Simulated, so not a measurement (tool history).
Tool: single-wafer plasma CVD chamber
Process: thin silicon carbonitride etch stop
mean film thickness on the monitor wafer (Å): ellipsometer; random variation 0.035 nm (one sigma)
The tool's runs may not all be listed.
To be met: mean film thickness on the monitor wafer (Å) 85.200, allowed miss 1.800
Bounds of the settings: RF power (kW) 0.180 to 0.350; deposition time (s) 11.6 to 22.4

run    day  RF power (kW)  deposition time (s)  mean film thickness on the monitor wafer (Å)
  1  0.000          0.265                 17.0                                       105.690
  2  0.125          0.255                 16.4                                       100.380
  3  0.196          0.230                 16.4                                        97.759
  4  0.275          0.230                 14.8                                        88.420
  5  0.529          0.230                 16.5                                        98.492
  6  0.604          0.225                 16.1                                        95.177
  7  0.725          0.220                 15.8                                        93.864
  8  0.858          0.195                 14.1                                        81.481
  9  1.117          0.200                 14.2                                        81.342
 10  1.379          0.200                 14.2                                        81.660
 11  1.567          0.205                 14.3                                        83.351

4 next moves are on the table. One of them brings every result within its allowed miss. Which?
  A  1.754          0.205                 13.6                                             ?
  B  1.754          0.230                 13.5                                             ?
  C  1.754          0.190                 14.8                                             ?
  D  1.754          0.200                 14.1                                             ?

move  mean film thickness on the monitor wafer (Å)
   A                                        79.707
   B                                        81.266
   C                                        85.255
   D                                        82.172
A: further off than the last run
B: further off than the last run
C: meets every target
D: further off than the last run
The right move is C.
